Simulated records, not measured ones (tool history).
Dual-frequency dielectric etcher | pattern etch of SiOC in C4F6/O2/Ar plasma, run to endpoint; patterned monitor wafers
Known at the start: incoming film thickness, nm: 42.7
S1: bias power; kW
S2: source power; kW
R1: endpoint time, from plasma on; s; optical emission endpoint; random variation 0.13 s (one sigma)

| run | day | S1 | S2 | R1 |
|---|---|---|---|---|
| 1 | 0 | 0.5 | 0.29 | 17.156 |
| 2 | 0.188 | 0.484 | 0.29 | 17.303 |
| 3 | 0.55 | 0.484 | 0.25 | 17.977 |
| 4 | 0.829 | 0.473 | 0.25 | 17.767 |
| 5 | 0.883 | 0.519 | 0.25 | 17.707 |
| 6 | 1.229 | 0.506 | 0.24 | 17.649 |
| 7 | 1.379 | 0.49 | 0.24 | 17.942 |
| 8 | 1.433 | 0.477 | 0.24 | 18.152 |
| 9 | 1.696 | 0.467 | 0.24 | 18.234 |
| 10 | 1.888 | 0.458 | 0.24 | 18.574 |
| 11 | 2.2 | 0.453 | 0.24 | 18.614 |
| 12 | 2.267 | 0.448 | 0.24 | 18.301 |

The next listed run, before its measurement:
| 13 | 2.475 | 0.439 | 0.24 | ? |

R1: 18.602 s
